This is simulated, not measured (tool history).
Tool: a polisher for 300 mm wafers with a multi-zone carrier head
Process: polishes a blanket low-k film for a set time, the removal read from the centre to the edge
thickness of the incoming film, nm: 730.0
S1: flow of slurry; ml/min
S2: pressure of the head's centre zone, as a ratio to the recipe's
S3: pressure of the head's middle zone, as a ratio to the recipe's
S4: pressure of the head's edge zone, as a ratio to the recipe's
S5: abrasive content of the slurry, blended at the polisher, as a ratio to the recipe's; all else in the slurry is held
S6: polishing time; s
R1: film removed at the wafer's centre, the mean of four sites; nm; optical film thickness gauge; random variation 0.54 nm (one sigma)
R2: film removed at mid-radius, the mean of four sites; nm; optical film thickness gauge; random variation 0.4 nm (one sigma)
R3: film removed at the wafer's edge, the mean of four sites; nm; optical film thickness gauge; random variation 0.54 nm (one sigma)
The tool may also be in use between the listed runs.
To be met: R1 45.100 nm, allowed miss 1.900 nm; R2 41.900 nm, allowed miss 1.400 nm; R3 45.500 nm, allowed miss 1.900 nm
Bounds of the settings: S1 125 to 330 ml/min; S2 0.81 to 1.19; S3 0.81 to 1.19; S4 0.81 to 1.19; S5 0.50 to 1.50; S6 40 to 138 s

run	hour	S1	S2	S3	S4	S5	S6	R1	R2	R3
1	0.0	210	1.00	1.00	1.00	1.00	88	28.380	27.991	28.895
2	4.0	210	1.00	1.00	1.00	1.20	88	30.673	30.304	31.943
3	11.9	210	0.95	1.00	1.00	1.20	88	29.391	30.890	31.982
4	15.3	210	0.89	1.00	1.00	1.20	88	27.715	30.536	31.686
5	22.3	210	0.89	1.00	1.00	1.20	98	30.726	34.319	35.858
6	22.9	210	0.89	0.97	1.00	1.20	98	30.506	32.804	34.954
7	24.3	215	0.93	0.99	1.02	1.25	98	33.111	34.548	36.736
8	30.7	220	0.95	1.00	1.04	1.30	98	34.724	36.130	38.025
9	39.1	220	0.97	1.00	1.05	1.35	99	35.535	36.570	38.702
10	41.1	225	0.99	1.00	1.06	1.35	100	36.520	36.553	38.112
11	46.4	220	1.00	0.99	1.06	1.35	102	38.082	37.262	39.422
12	53.8	220	1.00	0.99	1.06	1.35	103	38.493	38.517	40.559
13	56.3	265	1.09	1.01	1.16	1.45	103	44.957	40.526	43.290
14	58.6	265	1.09	1.01	1.16	1.45	103	45.005	40.465	44.108

5 next moves are on the table. One of them brings every result within its allowed miss. Which?
A	60.9	280	1.12	0.98	1.19	1.40	102	?	?	?
B	60.9	265	1.05	1.11	1.13	1.50	107	?	?	?
C	60.9	295	1.04	1.15	1.09	1.40	103	?	?	?
D	60.9	195	0.99	0.91	1.19	1.35	124	?	?	?
E	60.9	295	1.07	1.01	1.19	1.50	104	?	?	?

move	R1	R2	R3
A	44.270	38.586	42.378
B	44.501	46.023	44.604
C	41.793	44.923	41.565
D	44.294	41.371	48.945
E	44.627	41.754	44.618
A: further off than the last run
B: takes the result that was furthest off past its target
C: takes the result that was furthest off past its target
D: brings the result that was furthest off to its target, and leaves another outside
E: meets every target
Move E is the one to make.
